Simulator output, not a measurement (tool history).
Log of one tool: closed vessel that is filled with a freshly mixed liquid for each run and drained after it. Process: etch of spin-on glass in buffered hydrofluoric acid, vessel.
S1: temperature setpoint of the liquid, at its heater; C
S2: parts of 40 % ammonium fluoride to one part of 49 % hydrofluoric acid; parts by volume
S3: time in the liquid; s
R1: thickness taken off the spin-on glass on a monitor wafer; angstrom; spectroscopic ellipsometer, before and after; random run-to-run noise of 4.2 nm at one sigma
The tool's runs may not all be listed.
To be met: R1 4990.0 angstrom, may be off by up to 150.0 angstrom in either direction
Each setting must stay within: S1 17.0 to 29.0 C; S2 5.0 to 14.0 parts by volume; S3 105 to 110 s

run,hour,S1,S2,S3,R1
1,0.0,21.0,8.5,105,5643.3
2,2.5,23.5,8.5,105,6522.2
3,5.8,23.5,9.5,105,5869.0
4,11.5,25.5,9.5,105,6559.4
5,20.0,22.5,9.5,105,5583.2
6,23.8,22.5,7.5,105,7123.9
7,26.4,21.0,7.5,105,6453.9
8,31.9,20.0,7.5,105,6169.1
9,33.5,17.0,8.0,105,4842.6

Next run, 4 choices. One meets every target within its allowed miss, the rest don't. Which?
A,35.1,17.0,8.5,105,?
B,35.1,17.0,8.5,110,?
C,35.1,18.0,8.5,110,?
D,35.1,17.5,7.5,105,?

move,R1
A,4571.4
B,4789.1
C,5069.5
D,5386.9
A: its largest miss is bigger than the last run's
B: its largest miss is bigger than the last run's
C: each result inside its tolerance
D: moves the result that the last run missed by most past its target, out the other side
C meets every target.
